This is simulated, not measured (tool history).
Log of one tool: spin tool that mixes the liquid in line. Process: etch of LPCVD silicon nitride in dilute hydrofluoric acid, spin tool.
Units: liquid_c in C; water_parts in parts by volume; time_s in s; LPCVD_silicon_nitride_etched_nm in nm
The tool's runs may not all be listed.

| run | day | liquid_c | water_parts | time_s | LPCVD_silicon_nitride_etched_nm |
|---|---|---|---|---|---|
| 1 | 0 | 25 | 60 | 275 | 2.6183 |
| 2 | 0.225 | 25 | 60 | 275 | 2.7185 |
| 3 | 0.338 | 25 | 75 | 275 | 2.0488 |
| 4 | 0.533 | 24 | 75 | 275 | 2.0294 |
| 5 | 0.738 | 23 | 75 | 275 | 1.8546 |
| 6 | 0.775 | 22.5 | 75 | 275 | 1.819 |
| 7 | 0.821 | 22 | 75 | 275 | 1.7186 |

Forecast run 8:
| 8 | 0.921 | 21.5 | 75 | 275 | ? |

Run 8 gave LPCVD_silicon_nitride_etched_nm 1.7326 nm.
